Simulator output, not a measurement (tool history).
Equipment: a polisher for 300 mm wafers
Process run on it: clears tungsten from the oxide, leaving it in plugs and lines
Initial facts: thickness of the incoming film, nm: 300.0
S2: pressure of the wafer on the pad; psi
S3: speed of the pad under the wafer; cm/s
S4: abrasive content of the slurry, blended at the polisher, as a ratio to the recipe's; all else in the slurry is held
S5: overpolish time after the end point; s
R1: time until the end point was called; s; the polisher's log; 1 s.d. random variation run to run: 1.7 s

run 1 hour=0.0 | flow_of_slurry_(ml/min)=265 S2=3.1 S3=138 S4=1.0 S5=4 | R1=52.036
run 2 hour=5.6 | flow_of_slurry_(ml/min)=265 S2=3.1 S3=138 S4=1.0 S5=4 | R1=52.172
run 3 hour=11.5 | flow_of_slurry_(ml/min)=265 S2=3.5 S3=138 S4=1.0 S5=4 | R1=46.468
run 4 hour=18.7 | flow_of_slurry_(ml/min)=265 S2=3.3 S3=132 S4=1.0 S5=4 | R1=50.052
run 5 hour=20.7 | flow_of_slurry_(ml/min)=265 S2=3.1 S3=126 S4=1.0 S5=4 | R1=56.697
run 6 hour=24.2 | flow_of_slurry_(ml/min)=265 S2=3.1 S3=126 S4=1.0 S5=4 | R1=55.253
run 7 hour=26.8 | flow_of_slurry_(ml/min)=265 S2=3.1 S3=126 S4=1.0 S5=4 | R1=55.269
run 8 hour=30.6 | flow_of_slurry_(ml/min)=265 S2=2.9 S3=120 S4=1.0 S5=4 | R1=60.991
run 9 hour=38.3 | flow_of_slurry_(ml/min)=265 S2=2.7 S3=116 S4=1.0 S5=4 | R1=67.247
run 10 hour=47.2 | flow_of_slurry_(ml/min)=265 S2=2.5 S3=114 S4=1.0 S5=4 | R1=73.421
run 11 hour=49.1 | flow_of_slurry_(ml/min)=265 S2=2.4 S3=112 S4=1.0 S5=4 | R1=79.313
run 12 hour=53.7 | flow_of_slurry_(ml/min)=265 S2=2.3 S3=112 S4=1.0 S5=4 | R1=82.044
run 13 hour=54.4 | flow_of_slurry_(ml/min)=265 S2=2.2 S3=112 S4=1.0 S5=4 | R1=84.093
run 14 hour=59.1 | flow_of_slurry_(ml/min)=265 S2=2.1 S3=112 S4=1.0 S5=4 | R1=88.395
run 15 hour=65.6 | flow_of_slurry_(ml/min)=265 S2=2.0 S3=112 S4=1.0 S5=4 | R1=89.523

Estimate the outcome of run 16 from the log above:
run 16 hour=66.1 | flow_of_slurry_(ml/min)=265 S2=1.9 S3=112 S4=1.0 S5=4 | R1=?

Run 16 produced R1 97.925 s.

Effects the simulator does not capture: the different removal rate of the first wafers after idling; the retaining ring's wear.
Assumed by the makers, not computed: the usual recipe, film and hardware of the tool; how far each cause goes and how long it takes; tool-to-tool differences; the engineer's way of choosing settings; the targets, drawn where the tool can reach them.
